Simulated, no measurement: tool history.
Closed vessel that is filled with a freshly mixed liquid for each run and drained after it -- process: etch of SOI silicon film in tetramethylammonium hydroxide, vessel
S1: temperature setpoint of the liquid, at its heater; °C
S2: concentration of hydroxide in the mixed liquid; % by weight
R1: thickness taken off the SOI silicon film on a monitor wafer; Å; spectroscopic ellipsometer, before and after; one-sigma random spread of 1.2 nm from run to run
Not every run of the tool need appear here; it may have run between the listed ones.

run 1 day=0 | S1=75 S2=18.5 time_in_the_liquid_(s)=30 | R1=2293
run 2 day=0.304 | S1=73 S2=18.5 time_in_the_liquid_(s)=30 | R1=2072.9
run 3 day=0.617 | S1=73 S2=15 time_in_the_liquid_(s)=30 | R1=2229.8
run 4 day=0.958 | S1=73 S2=15 time_in_the_liquid_(s)=30 | R1=2212.5
run 5 day=1.012 | S1=71 S2=15 time_in_the_liquid_(s)=30 | R1=1995.6
run 6 day=1.192 | S1=68.5 S2=15 time_in_the_liquid_(s)=30 | R1=1733.7
run 7 day=1.45 | S1=67.5 S2=15 time_in_the_liquid_(s)=30 | R1=1620
run 8 day=1.746 | S1=67 S2=15 time_in_the_liquid_(s)=30 | R1=1580.6

Run 9 is up next; what results do you expect?
run 9 day=1.958 | S1=66.5 S2=15 time_in_the_liquid_(s)=30 | R1=?

R1: 1527 Å
